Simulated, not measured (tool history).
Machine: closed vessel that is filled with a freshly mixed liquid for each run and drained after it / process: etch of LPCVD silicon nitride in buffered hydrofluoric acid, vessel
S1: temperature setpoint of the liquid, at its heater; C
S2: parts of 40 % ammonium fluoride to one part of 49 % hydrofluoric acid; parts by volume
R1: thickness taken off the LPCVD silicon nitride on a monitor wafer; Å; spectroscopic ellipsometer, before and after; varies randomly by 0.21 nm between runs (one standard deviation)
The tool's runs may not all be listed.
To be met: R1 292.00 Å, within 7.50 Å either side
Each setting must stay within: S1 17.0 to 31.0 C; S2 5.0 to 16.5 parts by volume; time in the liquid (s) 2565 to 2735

run 1 day=0.000 | S1=23.0 S2=10.0 time_in_the_liquid_(s)=2565 | R1=377.49
run 2 day=0.208 | S1=22.0 S2=10.0 time_in_the_liquid_(s)=2565 | R1=353.13
run 3 day=0.312 | S1=24.0 S2=10.0 time_in_the_liquid_(s)=2565 | R1=399.18
run 4 day=0.600 | S1=26.5 S2=10.0 time_in_the_liquid_(s)=2565 | R1=459.80
run 5 day=0.988 | S1=25.0 S2=10.0 time_in_the_liquid_(s)=2565 | R1=423.37
run 6 day=1.062 | S1=25.0 S2=10.0 time_in_the_liquid_(s)=2565 | R1=423.86
run 7 day=1.338 | S1=23.5 S2=10.0 time_in_the_liquid_(s)=2565 | R1=391.23
run 8 day=1.625 | S1=22.5 S2=10.0 time_in_the_liquid_(s)=2565 | R1=371.66
run 9 day=1.704 | S1=22.5 S2=10.0 time_in_the_liquid_(s)=2565 | R1=375.90
run 10 day=1.779 | S1=21.5 S2=10.0 time_in_the_liquid_(s)=2565 | R1=351.39

Exercise: of the 5 proposed moves below, exactly one satisfies all targets within the stated allowed misses. Which move is it?
run A day=1.854 | S1=23.5 S2=15.0 time_in_the_liquid_(s)=2575 | R1=?
run B day=1.854 | S1=20.0 S2=11.5 time_in_the_liquid_(s)=2565 | R1=?
run C day=1.854 | S1=19.0 S2=11.0 time_in_the_liquid_(s)=2735 | R1=?
run D day=1.854 | S1=21.0 S2=11.0 time_in_the_liquid_(s)=2565 | R1=?
run E day=1.854 | S1=20.5 S2=11.5 time_in_the_liquid_(s)=2645 | R1=?

move=A R1=270.24
move=B R1=287.57
move=C R1=302.69
move=D R1=317.51
move=E R1=304.94
A: takes the result that was furthest off past its target
B: every result within its allowed miss
C: nearer the targets than the last run, but a result is still out of spec
D: nearer the targets than the last run, but a result is still out of spec
E: nearer the targets than the last run, but a result is still out of spec
Go with B: it meets all targets.

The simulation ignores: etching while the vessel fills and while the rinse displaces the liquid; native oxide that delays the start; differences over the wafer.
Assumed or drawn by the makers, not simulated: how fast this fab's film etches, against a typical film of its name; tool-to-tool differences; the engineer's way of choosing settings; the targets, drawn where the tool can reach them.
